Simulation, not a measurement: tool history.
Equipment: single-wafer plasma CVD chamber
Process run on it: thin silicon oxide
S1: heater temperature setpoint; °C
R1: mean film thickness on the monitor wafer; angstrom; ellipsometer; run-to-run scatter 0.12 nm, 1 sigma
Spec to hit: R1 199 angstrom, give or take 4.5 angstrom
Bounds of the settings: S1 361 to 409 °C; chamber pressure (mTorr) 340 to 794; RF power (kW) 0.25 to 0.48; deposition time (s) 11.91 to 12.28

run 1 day=0 | S1=385 chamber_pressure_(mTorr)=567 RF_power_(kW)=0.365 deposition_time_(s)=11.91 | R1=158.94
run 2 day=0.308 | S1=385 chamber_pressure_(mTorr)=567 RF_power_(kW)=0.395 deposition_time_(s)=11.91 | R1=165
run 3 day=0.546 | S1=385 chamber_pressure_(mTorr)=567 RF_power_(kW)=0.395 deposition_time_(s)=12.28 | R1=169.81
run 4 day=0.8 | S1=385 chamber_pressure_(mTorr)=567 RF_power_(kW)=0.395 deposition_time_(s)=11.91 | R1=164.85
run 5 day=0.85 | S1=385 chamber_pressure_(mTorr)=567 RF_power_(kW)=0.41 deposition_time_(s)=11.91 | R1=166.87
run 6 day=1.204 | S1=385 chamber_pressure_(mTorr)=587 RF_power_(kW)=0.41 deposition_time_(s)=11.91 | R1=172.21
run 7 day=1.283 | S1=385 chamber_pressure_(mTorr)=587 RF_power_(kW)=0.41 deposition_time_(s)=11.91 | R1=171.14
run 8 day=1.417 | S1=385 chamber_pressure_(mTorr)=607 RF_power_(kW)=0.41 deposition_time_(s)=11.91 | R1=174.55
run 9 day=1.667 | S1=385 chamber_pressure_(mTorr)=629 RF_power_(kW)=0.41 deposition_time_(s)=11.92 | R1=178.35
run 10 day=1.75 | S1=385 chamber_pressure_(mTorr)=650 RF_power_(kW)=0.41 deposition_time_(s)=11.92 | R1=184.35
run 11 day=1.979 | S1=385 chamber_pressure_(mTorr)=663 RF_power_(kW)=0.41 deposition_time_(s)=11.92 | R1=186.29
run 12 day=2.267 | S1=385 chamber_pressure_(mTorr)=675 RF_power_(kW)=0.41 deposition_time_(s)=11.92 | R1=187.3
run 13 day=2.321 | S1=385 chamber_pressure_(mTorr)=687 RF_power_(kW)=0.41 deposition_time_(s)=11.92 | R1=191.86
run 14 day=2.438 | S1=385 chamber_pressure_(mTorr)=694 RF_power_(kW)=0.41 deposition_time_(s)=11.92 | R1=189.71

Exactly one of the 4 candidate moves below puts every result within its allowed miss. Which one?
run A day=2.554 | S1=386 chamber_pressure_(mTorr)=702 RF_power_(kW)=0.38 deposition_time_(s)=11.91 | R1=?
run B day=2.554 | S1=382 chamber_pressure_(mTorr)=652 RF_power_(kW)=0.43 deposition_time_(s)=11.91 | R1=?
run C day=2.554 | S1=385 chamber_pressure_(mTorr)=701 RF_power_(kW)=0.405 deposition_time_(s)=12.28 | R1=?
run D day=2.554 | S1=376 chamber_pressure_(mTorr)=606 RF_power_(kW)=0.445 deposition_time_(s)=12.28 | R1=?

move=A R1=185.62
move=B R1=186.27
move=C R1=196.56
move=D R1=185.88
A: the biggest miss grows against the last run
B: the biggest miss grows against the last run
C: hits every target within its allowed miss
D: the biggest miss grows against the last run
C is the move that brings every result within its allowed miss.
